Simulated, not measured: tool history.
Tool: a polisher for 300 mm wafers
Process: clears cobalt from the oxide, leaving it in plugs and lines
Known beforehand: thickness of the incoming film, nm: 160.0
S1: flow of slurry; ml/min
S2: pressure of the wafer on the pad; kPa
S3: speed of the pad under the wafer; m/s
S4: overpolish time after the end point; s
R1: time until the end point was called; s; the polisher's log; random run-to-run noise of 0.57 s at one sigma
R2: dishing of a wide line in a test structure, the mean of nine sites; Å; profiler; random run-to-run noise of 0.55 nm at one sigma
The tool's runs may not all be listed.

{"run": 1, "hour": 0.0, "S1": 290, "S2": 15.2, "S3": 1.2, "S4": 27, "R1": 29.697, "R2": 467.03}
{"run": 2, "hour": 7.2, "S1": 290, "S2": 13.8, "S3": 1.2, "S4": 24, "R1": 32.507, "R2": 441.15}
{"run": 3, "hour": 10.9, "S1": 290, "S2": 13.1, "S3": 1.2, "S4": 23, "R1": 33.784, "R2": 443.73}
{"run": 4, "hour": 19.7, "S1": 290, "S2": 12.4, "S3": 1.2, "S4": 21, "R1": 35.403, "R2": 419.55}
{"run": 5, "hour": 27.7, "S1": 290, "S2": 12.4, "S3": 1.38, "S4": 21, "R1": 31.604, "R2": 439.91}
{"run": 6, "hour": 33.5, "S1": 290, "S2": 12.4, "S3": 1.54, "S4": 21, "R1": 27.459, "R2": 439.96}
{"run": 7, "hour": 35.2, "S1": 290, "S2": 12.4, "S3": 1.54, "S4": 21, "R1": 28.364, "R2": 449.95}
{"run": 8, "hour": 39.2, "S1": 290, "S2": 11.7, "S3": 1.5, "S4": 20, "R1": 30.124, "R2": 430.38}
{"run": 9, "hour": 42.1, "S1": 290, "S2": 11, "S3": 1.48, "S4": 20, "R1": 31.64, "R2": 424.91}
{"run": 10, "hour": 43.6, "S1": 290, "S2": 10.3, "S3": 1.44, "S4": 20, "R1": 35.574, "R2": 407.38}
{"run": 11, "hour": 48.4, "S1": 290, "S2": 9.7, "S3": 1.44, "S4": 21, "R1": 37.366, "R2": 422.86}

Expected results for the next run?
{"run": 12, "hour": 55.2, "S1": 290, "S2": 9.7, "S3": 1.44, "S4": 21, "R1": "?", "R2": "?"}

R1: 37.878 s
R2: 410.44 Å
